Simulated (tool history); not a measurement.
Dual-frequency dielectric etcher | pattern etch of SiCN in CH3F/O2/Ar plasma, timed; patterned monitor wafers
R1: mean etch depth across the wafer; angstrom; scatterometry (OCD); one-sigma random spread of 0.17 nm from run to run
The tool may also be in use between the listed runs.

{"run": 1, "hour": 0.0, "source power (kW)": 0.55, "bias power (kW)": 0.098, "etch time (s)": 50.5, "R1": 231.59}
{"run": 2, "hour": 8.6, "source power (kW)": 0.46, "bias power (kW)": 0.098, "etch time (s)": 50.5, "R1": 213.42}
{"run": 3, "hour": 14.5, "source power (kW)": 0.43, "bias power (kW)": 0.098, "etch time (s)": 50.5, "R1": 208.6}
{"run": 4, "hour": 22.3, "source power (kW)": 0.48, "bias power (kW)": 0.1, "etch time (s)": 50.5, "R1": 219.74}
{"run": 5, "hour": 27.0, "source power (kW)": 0.52, "bias power (kW)": 0.101, "etch time (s)": 50.5, "R1": 227.56}
{"run": 6, "hour": 28.5, "source power (kW)": 0.6, "bias power (kW)": 0.101, "etch time (s)": 50.5, "R1": 242.84}
{"run": 7, "hour": 33.8, "source power (kW)": 0.62, "bias power (kW)": 0.102, "etch time (s)": 50.5, "R1": 247.94}
{"run": 8, "hour": 37.3, "source power (kW)": 0.64, "bias power (kW)": 0.103, "etch time (s)": 50.5, "R1": 249.54}
{"run": 9, "hour": 44.0, "source power (kW)": 0.66, "bias power (kW)": 0.104, "etch time (s)": 50.5, "R1": 255.81}
{"run": 10, "hour": 46.3, "source power (kW)": 0.67, "bias power (kW)": 0.105, "etch time (s)": 50.5, "R1": 258.46}
{"run": 11, "hour": 50.3, "source power (kW)": 0.68, "bias power (kW)": 0.105, "etch time (s)": 50.5, "R1": 259.14}

Run 12, settings as shown, results not yet in. Your forecast:
{"run": 12, "hour": 56.1, "source power (kW)": 0.69, "bias power (kW)": 0.106, "etch time (s)": 50.5, "R1": "?"}

R1: 263.89 angstrom

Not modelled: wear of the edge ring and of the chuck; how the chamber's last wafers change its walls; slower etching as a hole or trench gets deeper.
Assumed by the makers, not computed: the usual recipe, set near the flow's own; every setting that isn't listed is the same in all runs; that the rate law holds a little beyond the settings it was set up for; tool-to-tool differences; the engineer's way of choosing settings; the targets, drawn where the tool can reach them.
